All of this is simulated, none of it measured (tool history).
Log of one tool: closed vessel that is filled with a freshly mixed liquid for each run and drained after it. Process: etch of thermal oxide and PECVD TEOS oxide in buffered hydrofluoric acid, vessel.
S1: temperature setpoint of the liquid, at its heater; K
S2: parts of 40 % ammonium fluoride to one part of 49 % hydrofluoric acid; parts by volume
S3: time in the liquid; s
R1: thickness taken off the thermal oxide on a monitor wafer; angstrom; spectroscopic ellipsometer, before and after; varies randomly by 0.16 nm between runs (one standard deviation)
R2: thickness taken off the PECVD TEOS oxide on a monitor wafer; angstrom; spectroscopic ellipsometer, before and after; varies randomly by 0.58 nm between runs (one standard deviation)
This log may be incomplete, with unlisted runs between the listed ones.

run,hour,S1,S2,S3,R1,R2
1,0.0,293.15,16.5,100,611.28,891.91
2,6.6,291.65,16.5,100,562.48,810.43
3,14.0,291.65,16.5,65,363.67,527.04
4,18.5,291.65,20.0,65,301.51,435.90
5,20.4,291.65,20.0,90,417.21,598.95
6,22.3,292.65,20.0,90,443.60,649.99

Run 7 comes next. What will it give?
7,28.4,293.15,19.5,90,?,?

Run 7 produced R1 466.12 angstrom, R2 668.00 angstrom.
